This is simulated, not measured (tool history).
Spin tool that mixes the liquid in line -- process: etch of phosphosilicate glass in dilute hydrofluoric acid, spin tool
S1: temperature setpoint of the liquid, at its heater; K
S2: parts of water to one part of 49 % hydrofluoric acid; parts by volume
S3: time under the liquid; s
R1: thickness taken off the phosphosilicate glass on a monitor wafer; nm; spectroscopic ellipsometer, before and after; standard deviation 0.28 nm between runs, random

run	hour	S1	S2	S3	R1
1	0	298.15	205	15	14.078
2	4.3	296.15	205	15	13.234
3	5.5	297.15	185	15	15.491
4	6.5	295.15	185	15	14.377
5	11.5	296.65	170	15	16.603
6	17.1	294.65	170	15	15.578

For run 7, what comes out?
7	19.7	296.15	155	15	?

For run 7 the tool returned R1 18.253 nm.
